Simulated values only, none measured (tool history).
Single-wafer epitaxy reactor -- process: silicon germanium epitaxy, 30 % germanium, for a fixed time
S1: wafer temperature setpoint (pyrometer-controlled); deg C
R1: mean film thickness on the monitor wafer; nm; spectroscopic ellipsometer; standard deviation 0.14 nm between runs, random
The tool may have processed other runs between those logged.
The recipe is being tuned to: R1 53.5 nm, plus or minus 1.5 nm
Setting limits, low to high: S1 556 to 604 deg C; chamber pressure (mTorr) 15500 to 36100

Run 1, hour 0: S1 580 deg C, chamber pressure (mTorr) 25800. Result: R1 46.378 nm.
Run 2, hour 1.2: S1 574 deg C, chamber pressure (mTorr) 25800. Result: R1 41.08 nm.
Run 3, hour 4.9: S1 574 deg C, chamber pressure (mTorr) 28300. Result: R1 42.992 nm.
Run 4, hour 6.9: S1 577 deg C, chamber pressure (mTorr) 28400. Result: R1 45.779 nm.
Run 5, hour 13.5: S1 579 deg C, chamber pressure (mTorr) 28500. Result: R1 47.656 nm.
Run 6, hour 21.3: S1 579 deg C, chamber pressure (mTorr) 24200. Result: R1 43.909 nm.
Run 7, hour 22.8: S1 582 deg C, chamber pressure (mTorr) 24300. Result: R1 46.601 nm.
Run 8, hour 26.8: S1 582 deg C, chamber pressure (mTorr) 24300. Result: R1 46.867 nm.
Run 9, hour 35.1: S1 584 deg C, chamber pressure (mTorr) 24400. Result: R1 48.708 nm.
Run 10, hour 43.2: S1 585 deg C, chamber pressure (mTorr) 24500. Result: R1 49.857 nm.
Run 11, hour 48.5: S1 586 deg C, chamber pressure (mTorr) 24500. Result: R1 51.013 nm.
Run 12, hour 51.3: S1 587 deg C, chamber pressure (mTorr) 24500. Result: R1 51.92 nm.

Exercise: of the 4 proposed moves below, exactly one satisfies all targets within the stated allowed misses. Which move is it?
Run A, hour 54.1: S1 591 deg C, chamber pressure (mTorr) 20200. Result: R1 ?.
Run B, hour 54.1: S1 590 deg C, chamber pressure (mTorr) 22900. Result: R1 ?.
Run C, hour 54.1: S1 585 deg C, chamber pressure (mTorr) 24300. Result: R1 ?.
Run D, hour 54.1: S1 587 deg C, chamber pressure (mTorr) 21200. Result: R1 ?.

move      R1
   A  50.441
   B  53.081
   C  49.619
   D  47.894
A: misses by more than the last run did
B: in spec on every target
C: misses by more than the last run did
D: misses by more than the last run did
The move that meets every target is B.
